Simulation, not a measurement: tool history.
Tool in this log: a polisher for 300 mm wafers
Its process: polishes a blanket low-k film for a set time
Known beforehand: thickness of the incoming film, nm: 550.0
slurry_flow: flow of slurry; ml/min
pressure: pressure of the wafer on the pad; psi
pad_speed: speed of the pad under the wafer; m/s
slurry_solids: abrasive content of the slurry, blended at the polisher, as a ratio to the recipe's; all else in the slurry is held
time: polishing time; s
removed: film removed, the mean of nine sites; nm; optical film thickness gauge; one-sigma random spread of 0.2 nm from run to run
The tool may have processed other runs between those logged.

run    day  slurry_flow  pressure  pad_speed  slurry_solids  time  removed
  1      0          250       2.1        1.1              1    34   14.285
  2  0.188          250       2.3        1.1              1    34   15.908
  3  0.521          250       2.4        1.1              1    34   16.432
  4  0.679          250       2.4        1.1              1    31   15.171
  5  1.038          250       2.5        1.1              1    31   15.643
  6  1.288          250       2.6       1.12              1    31   16.309
  7  1.325          250       2.7       1.14              1    31   17.481

Forecast run 8:
  8  1.592          250       2.8       1.14              1    31        ?

{"run 8": {"removed": 17.805}}
